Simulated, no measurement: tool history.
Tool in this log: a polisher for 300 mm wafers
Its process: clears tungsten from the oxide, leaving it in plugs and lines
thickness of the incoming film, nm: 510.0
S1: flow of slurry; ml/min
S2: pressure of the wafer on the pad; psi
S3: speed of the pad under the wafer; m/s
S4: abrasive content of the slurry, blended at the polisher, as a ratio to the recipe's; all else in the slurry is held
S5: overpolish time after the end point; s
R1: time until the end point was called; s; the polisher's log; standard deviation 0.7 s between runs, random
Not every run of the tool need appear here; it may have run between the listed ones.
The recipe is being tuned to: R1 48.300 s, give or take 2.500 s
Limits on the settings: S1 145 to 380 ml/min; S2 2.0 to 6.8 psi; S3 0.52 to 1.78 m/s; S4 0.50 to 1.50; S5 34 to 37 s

| run | hour | S1 | S2 | S3 | S4 | S5 | R1 |
|---|---|---|---|---|---|---|---|
| 1 | 0.0 | 245 | 4.4 | 1.14 | 1.00 | 34 | 87.228 |
| 2 | 7.8 | 245 | 5.2 | 1.16 | 1.00 | 34 | 74.552 |
| 3 | 8.9 | 245 | 5.7 | 1.22 | 1.00 | 34 | 64.490 |
| 4 | 11.9 | 200 | 5.7 | 1.22 | 1.00 | 34 | 66.914 |
| 5 | 20.3 | 200 | 5.1 | 1.22 | 1.00 | 34 | 72.991 |
| 6 | 25.3 | 200 | 5.6 | 1.28 | 1.00 | 34 | 64.769 |
| 7 | 33.6 | 200 | 6.0 | 1.32 | 1.00 | 34 | 56.288 |
| 8 | 38.7 | 200 | 6.2 | 1.32 | 1.00 | 34 | 55.919 |
|  | 44.8 | slurry nozzle cleaned |
| 9 | 44.8 | 200 | 6.4 | 1.34 | 1.00 | 34 | 53.042 |
| 10 | 50.9 | 200 | 6.5 | 1.34 | 1.00 | 34 | 52.378 |

Which of these 4 next moves meets every target?
| A | 57.0 | 200 | 5.7 | 1.28 | 1.15 | 34 | ? |
| B | 57.0 | 170 | 5.7 | 1.50 | 0.65 | 34 | ? |
| C | 57.0 | 235 | 5.8 | 1.26 | 1.25 | 34 | ? |
| D | 57.0 | 205 | 6.8 | 1.36 | 0.95 | 34 | ? |

| move | R1 |
|---|---|
| A | 60.520 |
| B | 60.892 |
| C | 58.402 |
| D | 50.344 |
A: its largest miss is bigger than the last run's
B: its largest miss is bigger than the last run's
C: its largest miss is bigger than the last run's
D: every result within its allowed miss
Move D is the one to make.

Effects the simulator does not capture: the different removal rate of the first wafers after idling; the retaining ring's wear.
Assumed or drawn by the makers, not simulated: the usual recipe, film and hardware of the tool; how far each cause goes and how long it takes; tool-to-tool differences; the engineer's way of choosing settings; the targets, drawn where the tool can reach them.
